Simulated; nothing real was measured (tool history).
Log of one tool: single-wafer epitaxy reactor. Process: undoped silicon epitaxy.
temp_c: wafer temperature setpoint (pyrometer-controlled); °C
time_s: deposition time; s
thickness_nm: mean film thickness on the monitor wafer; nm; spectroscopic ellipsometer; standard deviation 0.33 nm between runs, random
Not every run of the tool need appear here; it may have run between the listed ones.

| run | hour | temp_c | time_s | thickness_nm |
|---|---|---|---|---|
| 1 | 0 | 635 | 500 | 48.976 |
| 2 | 1.2 | 629 | 500 | 42.237 |
| 3 | 5.1 | 629 | 566 | 47.434 |
| 4 | 9 | 634 | 566 | 54.373 |
| 5 | 10.5 | 636 | 566 | 57.064 |
|  | 18.2 | pyrometer calibrated |
| 6 | 18.2 | 636 | 598 | 64.79 |
| 7 | 24.2 | 637 | 598 | 65.658 |

Run 8 is up next; what results do you expect?
| 8 | 29.3 | 647 | 600 | ? |

Logged for run 8: thickness_nm 85.387 nm.
